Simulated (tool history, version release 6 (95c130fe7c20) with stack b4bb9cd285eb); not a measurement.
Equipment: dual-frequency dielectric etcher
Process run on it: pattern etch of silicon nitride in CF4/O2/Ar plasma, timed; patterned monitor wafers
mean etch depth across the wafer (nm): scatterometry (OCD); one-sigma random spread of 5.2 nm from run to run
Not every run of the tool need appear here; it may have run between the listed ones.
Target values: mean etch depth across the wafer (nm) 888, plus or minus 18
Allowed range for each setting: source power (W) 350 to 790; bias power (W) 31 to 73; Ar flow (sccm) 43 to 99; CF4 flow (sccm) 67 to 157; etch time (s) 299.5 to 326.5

| run | hour | source power (W) | bias power (W) | Ar flow (sccm) | CF4 flow (sccm) | etch time (s) | mean etch depth across the wafer (nm) |
|---|---|---|---|---|---|---|---|
| 1 | 0 | 570 | 52 | 71 | 112 | 326.5 | 826.28 |
| 2 | 7.6 | 490 | 52 | 71 | 112 | 326.5 | 707.68 |
| 3 | 14.1 | 490 | 52 | 71 | 112 | 299.5 | 640.67 |
| 4 | 20.9 | 400 | 52 | 71 | 112 | 299.5 | 515.08 |
| 5 | 22.5 | 400 | 52 | 71 | 123 | 299.5 | 522.76 |
| 6 | 27.9 | 400 | 52 | 71 | 123 | 326.5 | 568.82 |
| 7 | 35.8 | 460 | 52 | 71 | 123 | 326.5 | 665.16 |
| 8 | 39.3 | 500 | 52 | 71 | 123 | 326.5 | 729.91 |
| 9 | 46.4 | 530 | 52 | 71 | 123 | 326.5 | 773.24 |
| 10 | 48.6 | 530 | 52 | 71 | 123 | 326.5 | 770.66 |
| 11 | 53 | 550 | 52 | 71 | 123 | 326.5 | 793.73 |
| 12 | 56.7 | 570 | 52 | 71 | 123 | 326.5 | 828.71 |
| 13 | 63.9 | 580 | 52 | 71 | 123 | 326.5 | 843.88 |
| 14 | 70.6 | 590 | 52 | 71 | 123 | 326.5 | 859.92 |

Exactly one of the 4 candidate moves below puts every result within its allowed miss. Which one?
| A | 77.3 | 570 | 53 | 67 | 114 | 308 | ? |
| B | 77.3 | 700 | 46 | 82 | 119 | 318 | ? |
| C | 77.3 | 670 | 51 | 76 | 111 | 317 | ? |
| D | 77.3 | 650 | 50 | 75 | 125 | 311 | ? |

| move | mean etch depth across the wafer (nm) |
|---|---|
| A | 789.65 |
| B | 938.29 |
| C | 929.81 |
| D | 889.16 |
A: lands further from the targets than the last run did
B: pushes the last run's worst result past its target
C: pushes the last run's worst result past its target
D: every result within its allowed miss
Correct choice: D, which meets every target
